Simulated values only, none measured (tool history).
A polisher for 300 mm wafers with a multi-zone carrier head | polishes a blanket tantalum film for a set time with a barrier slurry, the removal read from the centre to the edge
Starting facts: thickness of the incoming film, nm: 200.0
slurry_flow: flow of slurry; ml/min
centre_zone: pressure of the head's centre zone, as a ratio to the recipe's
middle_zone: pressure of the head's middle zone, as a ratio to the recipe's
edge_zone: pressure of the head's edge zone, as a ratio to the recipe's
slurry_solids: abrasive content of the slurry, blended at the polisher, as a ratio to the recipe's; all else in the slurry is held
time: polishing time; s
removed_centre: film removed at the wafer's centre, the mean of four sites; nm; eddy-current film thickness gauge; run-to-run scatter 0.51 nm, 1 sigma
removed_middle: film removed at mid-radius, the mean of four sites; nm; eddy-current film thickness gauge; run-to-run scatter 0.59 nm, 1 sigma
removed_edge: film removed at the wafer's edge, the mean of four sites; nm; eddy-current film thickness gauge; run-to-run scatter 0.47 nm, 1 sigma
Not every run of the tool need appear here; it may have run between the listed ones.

| run | hour | slurry_flow | centre_zone | middle_zone | edge_zone | slurry_solids | time | removed_centre | removed_middle | removed_edge |
|---|---|---|---|---|---|---|---|---|---|---|
| 1 | 0.0 | 130 | 1.00 | 1.00 | 1.00 | 1.00 | 37 | 33.860 | 33.805 | 33.920 |
| 2 | 2.6 | 130 | 1.00 | 1.00 | 1.00 | 0.90 | 37 | 32.572 | 32.678 | 31.903 |
| 3 | 5.9 | 145 | 1.00 | 1.06 | 1.02 | 1.10 | 37 | 35.884 | 36.898 | 36.117 |
| 4 | 7.6 | 145 | 1.00 | 1.06 | 0.95 | 1.10 | 37 | 36.296 | 37.979 | 35.160 |
| 5 | 12.0 | 145 | 1.00 | 1.06 | 0.95 | 1.10 | 32 | 31.128 | 33.375 | 30.328 |
| 6 | 19.5 | 145 | 1.00 | 1.06 | 0.95 | 0.90 | 32 | 29.535 | 30.159 | 28.343 |
| 7 | 27.6 | 150 | 0.99 | 1.08 | 0.98 | 1.10 | 35 | 33.733 | 36.866 | 33.174 |
| 8 | 34.2 | 150 | 0.99 | 1.09 | 1.02 | 1.25 | 37 | 37.224 | 41.033 | 38.254 |

For run 9, what comes out?
| 9 | 36.5 | 185 | 1.03 | 1.19 | 1.12 | 1.50 | 38 | ? | ? | ? |

removed_centre: 43.772 nm
removed_middle: 48.448 nm
removed_edge: 43.845 nm
